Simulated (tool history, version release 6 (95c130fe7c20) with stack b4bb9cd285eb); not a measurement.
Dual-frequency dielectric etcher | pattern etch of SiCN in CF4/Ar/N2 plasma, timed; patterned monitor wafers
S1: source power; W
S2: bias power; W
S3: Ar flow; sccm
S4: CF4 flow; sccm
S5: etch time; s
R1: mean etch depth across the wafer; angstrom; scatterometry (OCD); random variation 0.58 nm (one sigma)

run  hour   S1  S2   S3  S4     S5      R1
  1     0  580  98  100  63  121.5  1455.4
  2   3.5  670  98  100  63  121.5  1608.8
  3  11.8  670  98  100  63    127  1695.9
  4  12.6  670  98  100  63    127  1678.3
     13.7  -- Ar flow controller replaced
  5  13.7  720  98  100  63    127  1776.4
  6  17.4  670  97  100  63    127  1666.5
  7  20.6  560  95  100  63    127  1444.2

The next listed run, before its measurement:
  8    27  550  95  100  63  127   ?

Run 8 gave R1 1425 angstrom.
